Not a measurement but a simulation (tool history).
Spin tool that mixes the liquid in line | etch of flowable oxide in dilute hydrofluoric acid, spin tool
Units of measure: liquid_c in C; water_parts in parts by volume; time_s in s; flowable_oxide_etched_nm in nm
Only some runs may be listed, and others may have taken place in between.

| run | hour | liquid_c | water_parts | time_s | flowable_oxide_etched_nm |
|---|---|---|---|---|---|
| 1 | 0.0 | 23.0 | 170 | 35 | 6.0943 |
| 2 | 4.7 | 24.0 | 165 | 35 | 6.5351 |
| 3 | 11.4 | 24.0 | 215 | 35 | 4.7663 |
| 4 | 12.9 | 25.0 | 205 | 35 | 5.2939 |
| 5 | 21.2 | 25.0 | 205 | 25 | 3.7518 |
| 6 | 23.8 | 23.5 | 205 | 25 | 3.5620 |
| 7 | 32.5 | 24.5 | 190 | 25 | 4.0310 |
| 8 | 35.4 | 25.5 | 170 | 25 | 4.8115 |
| 9 | 40.0 | 26.0 | 155 | 25 | 5.4743 |
| 10 | 43.8 | 26.5 | 145 | 25 | 6.0301 |
| 11 | 46.3 | 27.0 | 135 | 25 | 6.6505 |
| 12 | 53.8 | 27.5 | 130 | 25 | 7.0862 |
| 13 | 60.4 | 28.0 | 125 | 25 | 7.6263 |

Expected results for the next run?
| 14 | 63.1 | 28.5 | 120 | 25 | ? |

flowable_oxide_etched_nm: 8.0806 nm

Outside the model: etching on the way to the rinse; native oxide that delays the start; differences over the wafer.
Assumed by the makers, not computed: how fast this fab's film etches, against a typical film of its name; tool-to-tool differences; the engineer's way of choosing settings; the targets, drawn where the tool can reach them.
